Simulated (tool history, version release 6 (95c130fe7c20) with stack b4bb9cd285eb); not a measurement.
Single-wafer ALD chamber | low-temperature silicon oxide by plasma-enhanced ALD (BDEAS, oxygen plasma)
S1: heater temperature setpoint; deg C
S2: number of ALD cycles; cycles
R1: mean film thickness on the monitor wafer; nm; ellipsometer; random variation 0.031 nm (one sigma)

{"run": 1, "hour": 0.0, "S1": 105, "S2": 62, "R1": 7.6176}
{"run": 2, "hour": 7.7, "S1": 106, "S2": 58, "R1": 7.1218}
{"run": 3, "hour": 15.2, "S1": 106, "S2": 65, "R1": 7.9724}
{"run": 4, "hour": 21.6, "S1": 106, "S2": 69, "R1": 8.4509}
{"run": 5, "hour": 30.2, "S1": 113, "S2": 69, "R1": 8.4226}
{"run": 6, "hour": 31.8, "S1": 118, "S2": 69, "R1": 8.2716}
{"run": 7, "hour": 37.6, "S1": 119, "S2": 63, "R1": 7.5248}

The next listed run, before its measurement:
{"run": 8, "hour": 42.0, "S1": 120, "S2": 59, "R1": "?"}

Run 8 gave R1 7.0521 nm.
